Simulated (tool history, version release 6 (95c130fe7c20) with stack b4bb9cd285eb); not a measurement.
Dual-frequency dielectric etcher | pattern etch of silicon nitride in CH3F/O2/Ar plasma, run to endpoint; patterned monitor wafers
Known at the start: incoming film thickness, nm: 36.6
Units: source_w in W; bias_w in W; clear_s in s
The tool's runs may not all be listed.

| run | hour | source_w | bias_w | clear_s |
|---|---|---|---|---|
| 1 | 0 | 380 | 77 | 46.948 |
| 2 | 0.6 | 420 | 77 | 45.333 |
| 3 | 7.7 | 420 | 66 | 47.303 |
| 4 | 16.6 | 420 | 56 | 50.008 |
| 5 | 18.3 | 360 | 56 | 52.786 |
| 6 | 26.6 | 360 | 67 | 49.946 |
| 7 | 33 | 440 | 82 | 43.592 |
| 8 | 35.5 | 450 | 83 | 43.025 |
| 9 | 38.4 | 460 | 84 | 42.518 |
| 10 | 47.3 | 470 | 85 | 42.322 |

Run 11 comes next. What will it give?
| 11 | 55.8 | 480 | 86 | ? |

Run 11 gave clear_s 41.82 s.

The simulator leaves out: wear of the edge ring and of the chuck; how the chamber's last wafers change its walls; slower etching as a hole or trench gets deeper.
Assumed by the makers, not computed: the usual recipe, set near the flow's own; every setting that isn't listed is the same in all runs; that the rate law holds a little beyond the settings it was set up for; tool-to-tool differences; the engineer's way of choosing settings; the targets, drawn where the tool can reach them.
